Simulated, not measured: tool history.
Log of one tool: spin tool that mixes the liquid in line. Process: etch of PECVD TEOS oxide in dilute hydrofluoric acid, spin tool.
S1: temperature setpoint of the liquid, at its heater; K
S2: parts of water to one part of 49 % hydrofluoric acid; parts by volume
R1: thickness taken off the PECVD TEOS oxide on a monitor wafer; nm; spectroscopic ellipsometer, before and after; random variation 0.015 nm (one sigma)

Run 1, hour 0.0: S1 295.15 K, S2 230 parts by volume, time under the liquid (s) 25. Result: R1 2.0165 nm.
Run 2, hour 1.9: S1 295.15 K, S2 170 parts by volume, time under the liquid (s) 25. Result: R1 2.9475 nm.
Run 3, hour 6.9: S1 298.15 K, S2 170 parts by volume, time under the liquid (s) 25. Result: R1 3.2393 nm.
Run 4, hour 12.5: S1 298.15 K, S2 170 parts by volume, time under the liquid (s) 20. Result: R1 2.6580 nm.
Run 5, hour 19.7: S1 296.65 K, S2 170 parts by volume, time under the liquid (s) 20. Result: R1 2.4977 nm.
Run 6, hour 24.8: S1 295.15 K, S2 180 parts by volume, time under the liquid (s) 20. Result: R1 2.1954 nm.
Run 7, hour 28.3: S1 294.15 K, S2 180 parts by volume, time under the liquid (s) 20. Result: R1 2.0873 nm.
Run 8, hour 35.8: S1 293.15 K, S2 180 parts by volume, time under the liquid (s) 20. Result: R1 2.0317 nm.
Run 9, hour 43.0: S1 292.65 K, S2 185 parts by volume, time under the liquid (s) 20. Result: R1 1.9028 nm.
Run 10, hour 48.1: S1 292.15 K, S2 185 parts by volume, time under the liquid (s) 20. Result: R1 1.9020 nm.
Run 11, hour 54.6: S1 291.65 K, S2 185 parts by volume, time under the liquid (s) 20. Result: R1 1.8277 nm.
Run 12, hour 55.8: S1 291.65 K, S2 185 parts by volume, time under the liquid (s) 20. Result: R1 1.8366 nm.
Run 13, hour 59.1: S1 291.15 K, S2 185 parts by volume, time under the liquid (s) 20. Result: R1 1.7688 nm.

Forecast run 14:
Run 14, hour 64.5: S1 290.65 K, S2 185 parts by volume, time under the liquid (s) 20. Result: R1 ?.

Run 14 gave R1 1.7404 nm.

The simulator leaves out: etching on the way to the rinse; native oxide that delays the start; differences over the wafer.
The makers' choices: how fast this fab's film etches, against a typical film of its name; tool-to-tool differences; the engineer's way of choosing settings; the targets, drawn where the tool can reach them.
